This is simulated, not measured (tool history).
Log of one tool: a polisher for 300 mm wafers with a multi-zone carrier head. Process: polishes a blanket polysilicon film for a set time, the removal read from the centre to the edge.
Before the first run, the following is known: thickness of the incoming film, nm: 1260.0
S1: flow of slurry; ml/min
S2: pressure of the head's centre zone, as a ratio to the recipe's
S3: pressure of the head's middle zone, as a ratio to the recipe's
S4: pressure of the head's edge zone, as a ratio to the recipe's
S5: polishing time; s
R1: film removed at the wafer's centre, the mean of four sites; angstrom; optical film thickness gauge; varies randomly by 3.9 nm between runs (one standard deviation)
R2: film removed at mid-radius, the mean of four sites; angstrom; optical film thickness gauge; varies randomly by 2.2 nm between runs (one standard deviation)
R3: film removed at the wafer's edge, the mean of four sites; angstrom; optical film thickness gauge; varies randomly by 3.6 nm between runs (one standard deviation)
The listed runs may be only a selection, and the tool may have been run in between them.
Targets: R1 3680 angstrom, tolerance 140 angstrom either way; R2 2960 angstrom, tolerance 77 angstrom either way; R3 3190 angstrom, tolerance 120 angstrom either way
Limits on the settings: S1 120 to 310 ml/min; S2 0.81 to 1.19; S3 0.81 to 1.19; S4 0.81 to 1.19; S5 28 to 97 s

run 1 hour=0 | S1=200 S2=1 S3=1 S4=1 S5=62 | R1=3223.5 R2=3266.4 R3=3230.7
run 2 hour=8.6 | S1=170 S2=1 S3=1 S4=1 S5=62 | R1=3152.8 R2=3203 R3=3188.6
run 3 hour=13.8 | S1=170 S2=1.02 S3=0.99 S4=1 S5=62 | R1=3234.9 R2=3185.6 R3=3213.8
run 4 hour=16.8 | S1=170 S2=1.04 S3=0.98 S4=0.99 S5=62 | R1=3210 R2=3113.1 R3=3180.9
run 5 hour=24.2 | S1=170 S2=1.04 S3=0.98 S4=1.07 S5=62 | R1=3201.5 R2=3185.2 R3=3215.6
run 6 hour=25.7 | S1=170 S2=1.04 S3=1.01 S4=1.07 S5=62 | R1=3215.4 R2=3162.2 R3=3262.8
run 7 hour=30.3 | S1=170 S2=1.06 S3=0.99 S4=1.06 S5=62 | R1=3267.7 R2=3163.2 R3=3182.6
run 8 hour=34.4 | S1=165 S2=1.08 S3=0.96 S4=1.06 S5=63 | R1=3379.9 R2=3095.8 R3=3300.1
run 9 hour=38.2 | S1=165 S2=1.1 S3=0.96 S4=1.05 S5=63 | R1=3353.3 R2=3104.3 R3=3301.2
run 10 hour=42.3 | S1=180 S2=1.11 S3=0.95 S4=1.01 S5=63 | R1=3463.9 R2=3146.5 R3=3244.6
-- hour=43.4 worn pad replaced by a new one
run 11 hour=43.4 | S1=180 S2=1.12 S3=0.94 S4=1 S5=63 | R1=3721.4 R2=3286.1 R3=3474.9
run 12 hour=45.8 | S1=175 S2=1.13 S3=0.93 S4=0.99 S5=62 | R1=3639.8 R2=3229.7 R3=3320.8
run 13 hour=52.8 | S1=170 S2=1.14 S3=0.91 S4=0.99 S5=61 | R1=3640.7 R2=3086.1 R3=3367.6
run 14 hour=57.7 | S1=170 S2=1.15 S3=0.91 S4=0.98 S5=60 | R1=3555.3 R2=3072.2 R3=3279.6

Exercise: of the 5 proposed moves below, exactly one satisfies all targets within the stated allowed misses. Which move is it?
run A hour=62.6 | S1=145 S2=1.09 S3=0.89 S4=1.03 S5=63 | R1=? R2=? R3=?
run B hour=62.6 | S1=125 S2=1.01 S3=0.86 S4=1.04 S5=67 | R1=? R2=? R3=?
run C hour=62.6 | S1=145 S2=1.15 S3=0.98 S4=0.87 S5=62 | R1=? R2=? R3=?
run D hour=62.6 | S1=215 S2=1.16 S3=0.87 S4=0.95 S5=58 | R1=? R2=? R3=?
run E hour=62.6 | S1=150 S2=1.05 S3=0.81 S4=1.02 S5=65 | R1=? R2=? R3=?

move=A R1=3447.8 R2=3037.4 R3=3476.2
move=B R1=3331.6 R2=3023.1 R3=3617.2
move=C R1=3524.9 R2=3239.6 R3=3156.1
move=D R1=3599.6 R2=2953.3 R3=3249.1
move=E R1=3495.2 R2=2923.6 R3=3593.3
A: moves away from the targets compared with the last run
B: corrects the largest miss of the last run, while another result sits out of spec
C: moves away from the targets compared with the last run
D: every result within its allowed miss
E: corrects the largest miss of the last run, while another result sits out of spec
Go with D: it meets all targets.
